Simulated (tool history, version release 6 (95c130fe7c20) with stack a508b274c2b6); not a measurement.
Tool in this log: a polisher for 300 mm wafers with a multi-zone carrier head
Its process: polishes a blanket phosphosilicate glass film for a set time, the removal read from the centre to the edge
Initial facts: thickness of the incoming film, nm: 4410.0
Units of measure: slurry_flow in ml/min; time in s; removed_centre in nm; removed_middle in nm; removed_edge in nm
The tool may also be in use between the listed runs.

| run | hour | slurry_flow | centre_zone | middle_zone | edge_zone | slurry_solids | time | removed_centre | removed_middle | removed_edge |
|---|---|---|---|---|---|---|---|---|---|---|
| 1 | 0.0 | 165 | 1.00 | 1.00 | 1.00 | 1.00 | 48 | 462.59 | 461.72 | 446.74 |
| 2 | 4.9 | 165 | 1.00 | 1.00 | 1.00 | 1.00 | 41 | 395.31 | 387.62 | 383.98 |
| 3 | 9.1 | 130 | 1.00 | 1.00 | 1.00 | 1.00 | 41 | 376.50 | 377.04 | 375.00 |
| 4 | 10.6 | 150 | 1.04 | 0.99 | 1.04 | 1.10 | 41 | 428.49 | 404.24 | 404.69 |
| 5 | 19.4 | 150 | 1.04 | 0.99 | 1.07 | 1.10 | 41 | 425.36 | 410.49 | 412.44 |
| 6 | 27.0 | 150 | 1.04 | 0.99 | 1.07 | 1.20 | 41 | 452.80 | 419.81 | 428.57 |
| 7 | 33.8 | 165 | 1.06 | 0.98 | 1.10 | 1.25 | 41 | 461.34 | 445.31 | 463.10 |
| 8 | 36.6 | 165 | 1.09 | 0.96 | 1.08 | 1.30 | 42 | 509.86 | 442.42 | 469.10 |

For run 9, what comes out?
| 9 | 38.7 | 180 | 1.11 | 0.96 | 1.09 | 1.35 | 42 | ? | ? | ? |

Logged for run 9: removed_centre 532.91 nm, removed_middle 461.52 nm, removed_edge 479.82 nm.
